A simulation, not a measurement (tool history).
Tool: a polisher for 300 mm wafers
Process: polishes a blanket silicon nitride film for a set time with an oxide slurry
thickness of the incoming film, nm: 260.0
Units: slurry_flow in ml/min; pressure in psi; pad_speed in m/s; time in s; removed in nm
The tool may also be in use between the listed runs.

run	day	slurry_flow	pressure	pad_speed	slurry_solids	time	removed
1	0	155	4.8	1.08	1	56	58.201
2	0.375	155	4.1	1.08	1	56	50.076
3	0.608	175	4.1	1.08	1	56	50.187
4	0.958	175	4.5	1.08	1	56	54.565
5	1.138	175	4.8	1.08	1	56	58.88
6	1.446	175	4.9	1.08	1	56	60.21
7	1.775	175	5	1.08	1	56	61.96

Forecast run 8:
8	2.088	180	5.1	1.08	1	56	?

{"run 8": {"removed": 62.063}}
